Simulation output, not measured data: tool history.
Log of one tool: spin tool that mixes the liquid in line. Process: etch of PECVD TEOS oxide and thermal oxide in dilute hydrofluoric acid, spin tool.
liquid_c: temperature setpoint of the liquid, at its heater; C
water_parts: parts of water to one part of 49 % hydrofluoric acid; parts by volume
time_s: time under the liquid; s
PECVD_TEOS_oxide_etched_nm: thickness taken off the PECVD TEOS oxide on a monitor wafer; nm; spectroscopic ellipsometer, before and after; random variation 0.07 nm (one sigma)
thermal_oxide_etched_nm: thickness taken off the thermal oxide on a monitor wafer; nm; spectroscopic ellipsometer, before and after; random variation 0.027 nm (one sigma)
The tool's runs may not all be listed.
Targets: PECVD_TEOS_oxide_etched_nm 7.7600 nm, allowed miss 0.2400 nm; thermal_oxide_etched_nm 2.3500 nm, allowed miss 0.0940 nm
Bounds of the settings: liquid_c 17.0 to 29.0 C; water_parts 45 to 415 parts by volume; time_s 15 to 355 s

Run 1, hour 0.0: liquid_c 21.0 C, water_parts 230 parts by volume, time_s 180 s. Result: PECVD_TEOS_oxide_etched_nm 9.8430 nm, thermal_oxide_etched_nm 2.9455 nm.
Run 2, hour 5.0: liquid_c 21.0 C, water_parts 195 parts by volume, time_s 180 s. Result: PECVD_TEOS_oxide_etched_nm 11.8940 nm, thermal_oxide_etched_nm 3.6896 nm.
Run 3, hour 11.6: liquid_c 21.0 C, water_parts 195 parts by volume, time_s 135 s. Result: PECVD_TEOS_oxide_etched_nm 8.9665 nm, thermal_oxide_etched_nm 2.7322 nm.
Run 4, hour 20.3: liquid_c 21.0 C, water_parts 195 parts by volume, time_s 215 s. Result: PECVD_TEOS_oxide_etched_nm 14.2880 nm, thermal_oxide_etched_nm 4.3711 nm.
Run 5, hour 27.2: liquid_c 20.0 C, water_parts 220 parts by volume, time_s 215 s. Result: PECVD_TEOS_oxide_etched_nm 11.9490 nm, thermal_oxide_etched_nm 3.6679 nm.
Run 6, hour 34.7: liquid_c 23.5 C, water_parts 220 parts by volume, time_s 215 s. Result: PECVD_TEOS_oxide_etched_nm 13.4960 nm, thermal_oxide_etched_nm 4.0231 nm.
Run 7, hour 36.3: liquid_c 22.0 C, water_parts 240 parts by volume, time_s 215 s. Result: PECVD_TEOS_oxide_etched_nm 11.5690 nm, thermal_oxide_etched_nm 3.4902 nm.
Run 8, hour 43.1: liquid_c 21.0 C, water_parts 255 parts by volume, time_s 215 s. Result: PECVD_TEOS_oxide_etched_nm 10.3110 nm, thermal_oxide_etched_nm 3.0938 nm.
Run 9, hour 49.7: liquid_c 20.0 C, water_parts 265 parts by volume, time_s 215 s. Result: PECVD_TEOS_oxide_etched_nm 9.5890 nm, thermal_oxide_etched_nm 2.8625 nm.
Run 10, hour 57.2: liquid_c 19.0 C, water_parts 270 parts by volume, time_s 215 s. Result: PECVD_TEOS_oxide_etched_nm 8.9668 nm, thermal_oxide_etched_nm 2.6959 nm.
Run 11, hour 60.3: liquid_c 18.5 C, water_parts 275 parts by volume, time_s 215 s. Result: PECVD_TEOS_oxide_etched_nm 8.6661 nm, thermal_oxide_etched_nm 2.5657 nm.

Exercise: of the 4 proposed moves below, exactly one satisfies all targets within the stated allowed misses. Which move is it?
Run A, hour 63.4: liquid_c 20.0 C, water_parts 310 parts by volume, time_s 265 s. Result: PECVD_TEOS_oxide_etched_nm ?, thermal_oxide_etched_nm ?.
Run B, hour 63.4: liquid_c 17.0 C, water_parts 315 parts by volume, time_s 245 s. Result: PECVD_TEOS_oxide_etched_nm ?, thermal_oxide_etched_nm ?.
Run C, hour 63.4: liquid_c 19.0 C, water_parts 275 parts by volume, time_s 180 s. Result: PECVD_TEOS_oxide_etched_nm ?, thermal_oxide_etched_nm ?.
Run D, hour 63.4: liquid_c 17.5 C, water_parts 280 parts by volume, time_s 240 s. Result: PECVD_TEOS_oxide_etched_nm ?, thermal_oxide_etched_nm ?.

move  PECVD_TEOS_oxide_etched_nm  thermal_oxide_etched_nm
   A                      9.6826                   2.9325
   B                      7.8517                   2.3779
   C                      7.3712                   2.2324
   D                      9.0817                   2.7505
A: further off than the last run
B: each result inside its tolerance
C: the result that was furthest off in the last run now lies on the other side of its target
D: further off than the last run
The move that meets every target is B.
